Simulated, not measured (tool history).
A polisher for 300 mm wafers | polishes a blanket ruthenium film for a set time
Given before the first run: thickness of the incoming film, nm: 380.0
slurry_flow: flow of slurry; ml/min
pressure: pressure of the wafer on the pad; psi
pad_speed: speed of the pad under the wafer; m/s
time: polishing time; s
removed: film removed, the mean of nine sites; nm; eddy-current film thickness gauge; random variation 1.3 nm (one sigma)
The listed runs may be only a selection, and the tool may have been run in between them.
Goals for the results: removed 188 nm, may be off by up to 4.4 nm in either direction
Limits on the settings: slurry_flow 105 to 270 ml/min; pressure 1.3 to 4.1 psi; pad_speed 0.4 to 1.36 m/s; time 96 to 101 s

run,hour,slurry_flow,pressure,pad_speed,time,removed
1,0,175,2.7,0.88,96,120.1
2,6.9,180,2.9,0.88,96,127.7
3,15.1,180,2.9,1.06,96,151.22
4,17.4,180,2.9,1.06,96,151.09
5,24.4,140,2.9,1.06,96,146.11
6,25.5,140,2.9,0.86,96,118.14
7,26.4,150,3,0.86,96,121.02
8,33.1,160,3.2,0.86,96,129.2
9,35.2,170,3.3,0.88,96,135.67
10,44,180,3.4,0.9,96,144.16
11,44.6,185,3.5,0.9,96,146

Consider the 5 candidate settings below. Which is the only one whose results all fall within their allowed miss of target?
A,45.2,105,3.1,1.2,99,?
B,45.2,165,3,0.64,96,?
C,45.2,190,3.7,1.04,101,?
D,45.2,205,4.1,1.04,100,?
E,45.2,195,2.3,0.82,100,?

move,removed
A,165.31
B,94.405
C,186.96
D,201.11
E,108.88
A: an improvement on the last run, though not all results are within tolerance
B: its largest miss is bigger than the last run's
C: meets every target
D: takes the result that was furthest off past its target
E: its largest miss is bigger than the last run's
Go with C: it meets all targets.
